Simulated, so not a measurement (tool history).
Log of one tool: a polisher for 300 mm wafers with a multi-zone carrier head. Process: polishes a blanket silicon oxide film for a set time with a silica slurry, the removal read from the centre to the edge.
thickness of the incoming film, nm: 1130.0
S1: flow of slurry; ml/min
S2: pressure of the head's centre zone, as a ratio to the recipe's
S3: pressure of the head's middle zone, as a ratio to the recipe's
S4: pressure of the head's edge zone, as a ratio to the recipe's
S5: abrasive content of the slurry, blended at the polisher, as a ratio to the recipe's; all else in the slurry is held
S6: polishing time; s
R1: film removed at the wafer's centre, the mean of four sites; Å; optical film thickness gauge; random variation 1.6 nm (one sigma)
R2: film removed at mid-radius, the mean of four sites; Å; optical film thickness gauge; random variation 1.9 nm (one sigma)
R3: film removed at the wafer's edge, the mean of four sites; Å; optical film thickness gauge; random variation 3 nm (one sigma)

{"run": 1, "day": 0.0, "S1": 145, "S2": 1.0, "S3": 1.0, "S4": 1.0, "S5": 1.0, "S6": 71, "R1": 2772.8, "R2": 2851.6, "R3": 2824.2}
{"run": 2, "day": 0.292, "S1": 140, "S2": 1.0, "S3": 0.99, "S4": 0.99, "S5": 1.0, "S6": 71, "R1": 2750.4, "R2": 2780.7, "R3": 2825.7}
{"run": 3, "day": 0.483, "S1": 140, "S2": 0.95, "S3": 0.99, "S4": 0.99, "S5": 1.0, "S6": 71, "R1": 2589.7, "R2": 2788.5, "R3": 2705.3}
{"run": 4, "day": 0.617, "S1": 135, "S2": 0.95, "S3": 0.99, "S4": 0.98, "S5": 1.0, "S6": 71, "R1": 2583.8, "R2": 2777.3, "R3": 2793.5}
{"run": 5, "day": 0.967, "S1": 135, "S2": 0.95, "S3": 1.03, "S4": 0.98, "S5": 1.0, "S6": 71, "R1": 2585.9, "R2": 2836.1, "R3": 2758.9}
{"run": 6, "day": 1.212, "S1": 135, "S2": 0.95, "S3": 1.1, "S4": 0.98, "S5": 1.0, "S6": 71, "R1": 2572.0, "R2": 3000.7, "R3": 2752.8}

Run 7 comes next. What will it give?
{"run": 7, "day": 1.446, "S1": 130, "S2": 0.95, "S3": 1.09, "S4": 0.97, "S5": 1.0, "S6": 71, "R1": "?", "R2": "?", "R3": "?"}

{"run 7": {"R1": 2565.9, "R2": 2927.5, "R3": 2727.2}}
